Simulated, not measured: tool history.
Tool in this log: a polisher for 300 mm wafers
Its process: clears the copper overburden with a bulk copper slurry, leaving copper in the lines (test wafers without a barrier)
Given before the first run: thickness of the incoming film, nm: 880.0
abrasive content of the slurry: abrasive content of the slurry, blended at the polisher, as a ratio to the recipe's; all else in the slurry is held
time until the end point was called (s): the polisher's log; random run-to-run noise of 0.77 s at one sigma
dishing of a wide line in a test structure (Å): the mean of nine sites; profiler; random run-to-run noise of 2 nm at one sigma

run    day  flow of slurry (ml/min)  pressure of the wafer on the pad (psi)  speed of the pad under the wafer (m/s)  abrasive content of the slurry  overpolish time after the end point (s)  time until the end point was called (s)  dishing of a wide line in a test structure (Å)
  1      0                      300                                     2.9                                       1                               1                                       18                                   80.667                                          880.71
  2  0.058                      300                                     3.2                                    1.02                               1                                       18                                   71.053                                          908.84
  3  0.096                      265                                     3.2                                    1.02                               1                                       18                                   72.866                                           913.5
  4  0.421                      265                                     3.2                                    1.02                               1                                       23                                   73.961                                          945.15
  5    0.5                      265                                     2.9                                    1.02                               1                                       23                                   81.789                                          911.05
  6  0.675                      265                                     3.3                                    1.02                               1                                       23                                   69.928                                          987.92
  7  0.817                      270                                     3.5                                    1.02                               1                                       22                                   67.445                                          980.59
  8  1.162                      270                                     3.7                                    1.02                               1                                       22                                   62.582                                          1044.5

Run 9, settings as shown, results not yet in. Your forecast:
  9  1.475                      270                                     3.8                                    1.02                               1                                       21                                        ?                                               ?

Run 9 came out at time until the end point was called (s) 59.597, dishing of a wide line in a test structure (Å) 980.83.
